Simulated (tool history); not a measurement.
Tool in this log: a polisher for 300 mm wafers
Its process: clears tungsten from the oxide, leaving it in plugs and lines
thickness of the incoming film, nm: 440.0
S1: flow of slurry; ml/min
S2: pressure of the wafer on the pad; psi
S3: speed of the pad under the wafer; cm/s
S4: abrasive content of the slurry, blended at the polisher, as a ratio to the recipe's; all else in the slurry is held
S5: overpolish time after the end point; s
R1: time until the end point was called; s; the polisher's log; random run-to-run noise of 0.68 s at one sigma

run	hour	S1	S2	S3	S4	S5	R1
1	0	140	4.5	106	1	11	75.812
2	0.8	140	4.5	106	1	11	76.841
3	1.7	140	4.5	106	1	8	76.673
4	3.4	160	4.5	106	1	8	75.646
5	11.6	160	4.5	118	1	8	66.885
6	15.9	160	4.5	118	0.85	8	71.297
7	24.5	165	5.8	122	0.85	8	56.225
8	27.6	165	6	122	0.85	8	55.487

Expected results for the next run?
9	33.4	165	6.2	122	0.85	8	?

For run 9 the tool returned R1 55.186 s.
